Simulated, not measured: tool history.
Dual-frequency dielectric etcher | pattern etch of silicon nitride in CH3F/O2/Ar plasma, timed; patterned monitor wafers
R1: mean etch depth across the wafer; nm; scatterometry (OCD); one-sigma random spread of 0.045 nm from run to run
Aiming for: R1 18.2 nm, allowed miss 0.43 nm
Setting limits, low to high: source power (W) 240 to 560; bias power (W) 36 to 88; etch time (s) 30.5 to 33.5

Run 1, hour 0: source power (W) 400, bias power (W) 62, etch time (s) 33.5. Result: R1 22.592 nm.
Run 2, hour 6: source power (W) 340, bias power (W) 62, etch time (s) 33.5. Result: R1 21.197 nm.
Run 3, hour 7.7: source power (W) 340, bias power (W) 68, etch time (s) 33.5. Result: R1 21.92 nm.
Run 4, hour 9.4: source power (W) 280, bias power (W) 68, etch time (s) 33.5. Result: R1 20.33 nm.
Run 5, hour 18.1: source power (W) 270, bias power (W) 66, etch time (s) 33.5. Result: R1 19.838 nm.
Run 6, hour 25.9: source power (W) 270, bias power (W) 73, etch time (s) 33.5. Result: R1 20.591 nm.
Run 7, hour 27.4: source power (W) 260, bias power (W) 70, etch time (s) 33. Result: R1 19.719 nm.
Run 8, hour 32.4: source power (W) 240, bias power (W) 61, etch time (s) 32. Result: R1 17.75 nm.
Run 9, hour 33.4: source power (W) 240, bias power (W) 61, etch time (s) 32. Result: R1 17.723 nm.

Exactly one of the 4 candidate moves below puts every result within its allowed miss. Which one?
Run A, hour 34.4: source power (W) 240, bias power (W) 59, etch time (s) 33.5. Result: R1 ?.
Run B, hour 34.4: source power (W) 240, bias power (W) 67, etch time (s) 30.5. Result: R1 ?.
Run C, hour 34.4: source power (W) 240, bias power (W) 54, etch time (s) 32.5. Result: R1 ?.
Run D, hour 34.4: source power (W) 240, bias power (W) 59, etch time (s) 31.5. Result: R1 ?.

move      R1
   A  18.359
   B  17.414
   C  17.324
   D  17.262
A: hits every target within its allowed miss
B: further off than the last run
C: further off than the last run
D: further off than the last run
The right move is A.

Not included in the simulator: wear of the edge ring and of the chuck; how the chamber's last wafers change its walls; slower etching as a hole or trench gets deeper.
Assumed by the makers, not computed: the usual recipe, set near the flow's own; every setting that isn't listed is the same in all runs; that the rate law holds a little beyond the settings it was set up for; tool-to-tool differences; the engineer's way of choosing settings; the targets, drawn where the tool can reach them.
